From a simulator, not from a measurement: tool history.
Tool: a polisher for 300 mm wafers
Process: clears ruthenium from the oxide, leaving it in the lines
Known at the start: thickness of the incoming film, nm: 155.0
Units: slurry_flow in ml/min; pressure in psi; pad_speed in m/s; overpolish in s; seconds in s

run 1 day=0.000 | slurry_flow=300 pressure=2.1 pad_speed=1.02 overpolish=7 | seconds=119.96
run 2 day=0.042 | slurry_flow=300 pressure=2.1 pad_speed=1.02 overpolish=7 | seconds=124.84
run 3 day=0.333 | slurry_flow=300 pressure=1.9 pad_speed=1.02 overpolish=7 | seconds=135.08
run 4 day=0.562 | slurry_flow=300 pressure=1.9 pad_speed=0.84 overpolish=7 | seconds=165.96
run 5 day=0.646 | slurry_flow=300 pressure=1.9 pad_speed=0.84 overpolish=7 | seconds=166.60
run 6 day=0.946 | slurry_flow=300 pressure=1.8 pad_speed=0.84 overpolish=7 | seconds=172.91

Run 7 comes next. What will it give?
run 7 day=1.096 | slurry_flow=300 pressure=1.7 pad_speed=0.84 overpolish=7 | seconds=?

seconds: 183.37 s

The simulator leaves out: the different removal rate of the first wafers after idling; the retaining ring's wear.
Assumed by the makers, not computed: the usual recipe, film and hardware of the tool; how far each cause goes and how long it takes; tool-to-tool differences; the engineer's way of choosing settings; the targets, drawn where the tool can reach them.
